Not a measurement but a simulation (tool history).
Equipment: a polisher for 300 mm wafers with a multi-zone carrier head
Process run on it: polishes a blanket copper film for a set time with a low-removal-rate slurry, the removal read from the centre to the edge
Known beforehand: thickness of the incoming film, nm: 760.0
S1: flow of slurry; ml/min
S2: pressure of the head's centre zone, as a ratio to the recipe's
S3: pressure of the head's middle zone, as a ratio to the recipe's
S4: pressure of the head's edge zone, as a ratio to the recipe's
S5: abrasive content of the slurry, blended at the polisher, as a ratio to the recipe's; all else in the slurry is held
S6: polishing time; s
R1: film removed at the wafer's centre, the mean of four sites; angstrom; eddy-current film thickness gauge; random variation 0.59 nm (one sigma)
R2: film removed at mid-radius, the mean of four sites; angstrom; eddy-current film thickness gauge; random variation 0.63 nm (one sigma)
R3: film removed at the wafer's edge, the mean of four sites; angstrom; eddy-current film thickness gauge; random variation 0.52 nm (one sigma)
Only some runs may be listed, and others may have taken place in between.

| run | day | S1 | S2 | S3 | S4 | S5 | S6 | R1 | R2 | R3 |
|---|---|---|---|---|---|---|---|---|---|---|
| 1 | 0 | 190 | 1 | 1 | 1 | 1 | 54 | 1018.1 | 1011.8 | 1002.8 |
| 2 | 0.192 | 190 | 1 | 0.98 | 0.96 | 0.9 | 52 | 975.31 | 939.73 | 920.23 |
| 3 | 0.462 | 190 | 1 | 0.98 | 0.96 | 0.9 | 39 | 735.48 | 708.95 | 688.71 |
| 4 | 0.588 | 200 | 1.01 | 0.98 | 0.96 | 0.9 | 39 | 742.75 | 714.45 | 690.57 |
| 5 | 0.7 | 205 | 1.02 | 0.98 | 0.96 | 0.9 | 39 | 752.6 | 705.4 | 695.01 |
|  | 0.738 | worn pad replaced by a new one |
| 6 | 0.738 | 230 | 1.02 | 0.98 | 0.96 | 0.9 | 39 | 853.1 | 799.36 | 783.33 |

Run 7 has not been measured yet. What should we expect?
| 7 | 0.967 | 225 | 1.02 | 0.98 | 0.96 | 0.9 | 39 | ? | ? | ? |

{"run 7": {"R1": 867.56, "R2": 798.37, "R3": 791.69}}

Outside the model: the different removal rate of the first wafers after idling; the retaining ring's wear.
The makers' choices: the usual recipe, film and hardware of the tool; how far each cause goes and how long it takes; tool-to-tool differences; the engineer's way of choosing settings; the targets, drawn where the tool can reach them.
